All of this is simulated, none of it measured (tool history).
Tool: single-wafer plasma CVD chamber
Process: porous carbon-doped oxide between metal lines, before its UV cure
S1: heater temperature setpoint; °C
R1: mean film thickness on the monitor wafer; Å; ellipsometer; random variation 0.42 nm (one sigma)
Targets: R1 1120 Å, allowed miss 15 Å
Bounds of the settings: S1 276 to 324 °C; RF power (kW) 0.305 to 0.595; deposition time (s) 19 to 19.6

run 1 hour=0 | S1=300 RF_power_(kW)=0.45 deposition_time_(s)=19 | R1=949.67
run 2 hour=2.1 | S1=300 RF_power_(kW)=0.45 deposition_time_(s)=19 | R1=947.28
run 3 hour=9.6 | S1=294 RF_power_(kW)=0.455 deposition_time_(s)=19 | R1=985.58
run 4 hour=16.4 | S1=294 RF_power_(kW)=0.41 deposition_time_(s)=19 | R1=914.63
run 5 hour=21.4 | S1=285 RF_power_(kW)=0.41 deposition_time_(s)=19 | R1=966.74
run 6 hour=25.9 | S1=295 RF_power_(kW)=0.41 deposition_time_(s)=19 | R1=917.7
run 7 hour=27.8 | S1=291 RF_power_(kW)=0.43 deposition_time_(s)=19 | R1=961.15
run 8 hour=32.8 | S1=288 RF_power_(kW)=0.445 deposition_time_(s)=19 | R1=1000.8
run 9 hour=38 | S1=288 RF_power_(kW)=0.445 deposition_time_(s)=19 | R1=999.7
run 10 hour=44.6 | S1=285 RF_power_(kW)=0.455 deposition_time_(s)=19 | R1=1038.5
run 11 hour=46.3 | S1=283 RF_power_(kW)=0.46 deposition_time_(s)=19 | R1=1053.1

Which of these 4 next moves meets every target?
run A hour=48 | S1=281 RF_power_(kW)=0.495 deposition_time_(s)=19 | R1=?
run B hour=48 | S1=281 RF_power_(kW)=0.46 deposition_time_(s)=19.1 | R1=?
run C hour=48 | S1=281 RF_power_(kW)=0.465 deposition_time_(s)=19.2 | R1=?
run D hour=48 | S1=285 RF_power_(kW)=0.46 deposition_time_(s)=19.6 | R1=?

move=A R1=1124.8
move=B R1=1079.8
move=C R1=1092.6
move=D R1=1083.1
A: meets every target
B: nearer than the last run, and not there yet
C: nearer than the last run, and not there yet
D: nearer than the last run, and not there yet
Move A is the one to make.
